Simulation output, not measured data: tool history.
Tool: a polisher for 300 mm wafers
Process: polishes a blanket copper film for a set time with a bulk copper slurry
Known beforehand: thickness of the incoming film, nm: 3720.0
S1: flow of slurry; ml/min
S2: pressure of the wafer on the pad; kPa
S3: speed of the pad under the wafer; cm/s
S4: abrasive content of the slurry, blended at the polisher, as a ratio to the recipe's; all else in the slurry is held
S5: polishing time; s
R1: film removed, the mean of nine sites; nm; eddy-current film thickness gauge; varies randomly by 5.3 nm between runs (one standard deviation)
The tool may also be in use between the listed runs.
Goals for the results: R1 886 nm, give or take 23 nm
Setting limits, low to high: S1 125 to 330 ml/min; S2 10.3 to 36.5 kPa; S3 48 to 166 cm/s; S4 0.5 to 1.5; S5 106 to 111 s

| run | hour | S1 | S2 | S3 | S4 | S5 | R1 |
|---|---|---|---|---|---|---|---|
| 1 | 0 | 210 | 23.4 | 106 | 1 | 106 | 1184.4 |
| 2 | 7.5 | 250 | 23.4 | 106 | 1 | 106 | 1214.5 |
| 3 | 14.1 | 245 | 22.1 | 106 | 1 | 106 | 1145.2 |
| 4 | 22.6 | 245 | 22.1 | 106 | 0.85 | 106 | 1101.7 |
| 5 | 28.7 | 245 | 22.1 | 106 | 0.85 | 106 | 1102 |
| 6 | 31 | 240 | 21.4 | 106 | 0.85 | 106 | 1071.5 |
| 7 | 32.8 | 235 | 20.7 | 106 | 0.85 | 106 | 1033.3 |
| 8 | 35.3 | 230 | 20 | 106 | 0.85 | 106 | 1001.8 |
| 9 | 41.7 | 225 | 19.3 | 106 | 0.85 | 106 | 958.52 |
|  | 48.6 | slurry nozzle cleaned |
| 10 | 48.6 | 220 | 19.3 | 106 | 0.85 | 106 | 986.47 |
| 11 | 50.1 | 220 | 18.6 | 106 | 0.85 | 106 | 962.38 |
| 12 | 57.8 | 220 | 17.9 | 106 | 0.85 | 106 | 918.21 |

Which of these 4 next moves meets every target?
| A | 65.5 | 185 | 18.6 | 104 | 0.75 | 106 | ? |
| B | 65.5 | 215 | 18.6 | 104 | 0.95 | 106 | ? |
| C | 65.5 | 290 | 11.7 | 132 | 0.9 | 109 | ? |
| D | 65.5 | 240 | 16.5 | 100 | 0.85 | 109 | ? |

| move | R1 |
|---|---|
| A | 896.86 |
| B | 965.64 |
| C | 822.95 |
| D | 843.97 |
A: in spec on every target
B: lands further from the targets than the last run did
C: takes the biggest miss from the last run beyond its target
D: takes the biggest miss from the last run beyond its target
A is the move that brings every result within its allowed miss.
